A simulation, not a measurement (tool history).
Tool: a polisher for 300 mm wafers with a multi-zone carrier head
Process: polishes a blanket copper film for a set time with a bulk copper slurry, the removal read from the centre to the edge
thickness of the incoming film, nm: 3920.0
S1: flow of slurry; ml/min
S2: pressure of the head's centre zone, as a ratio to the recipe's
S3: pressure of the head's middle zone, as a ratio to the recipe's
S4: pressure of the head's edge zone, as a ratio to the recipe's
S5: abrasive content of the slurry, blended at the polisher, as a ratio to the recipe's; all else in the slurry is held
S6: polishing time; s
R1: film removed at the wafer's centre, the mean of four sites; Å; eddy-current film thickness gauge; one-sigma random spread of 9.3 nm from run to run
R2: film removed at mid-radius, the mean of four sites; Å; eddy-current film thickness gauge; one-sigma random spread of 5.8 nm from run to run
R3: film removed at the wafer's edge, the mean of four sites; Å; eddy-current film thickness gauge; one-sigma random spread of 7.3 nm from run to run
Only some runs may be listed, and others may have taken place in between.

run,day,S1,S2,S3,S4,S5,S6,R1,R2,R3
1,0,315,1,1,1,1,65,4934,4747.6,4956.1
2,0.308,315,1,1,1,1.1,65,5064.1,4963.5,5037.9
3,0.462,315,1,1,0.92,1.1,65,5056.6,4992.7,4837.7
4,0.679,315,1.03,1,0.96,1.2,67,5499.1,5216.7,5217.2
5,0.979,315,1.03,1,0.96,1.05,67,5230.7,4990.6,4953.6
6,1.062,315,0.97,1,0.96,1.05,67,5020.8,5071.5,5023.1

For run 7, what comes out?
7,1.4,320,1.01,1.01,0.98,1.15,68,?,?,?

{"run 7": {"R1": 5458.2, "R2": 5268.7, "R3": 5287.1}}

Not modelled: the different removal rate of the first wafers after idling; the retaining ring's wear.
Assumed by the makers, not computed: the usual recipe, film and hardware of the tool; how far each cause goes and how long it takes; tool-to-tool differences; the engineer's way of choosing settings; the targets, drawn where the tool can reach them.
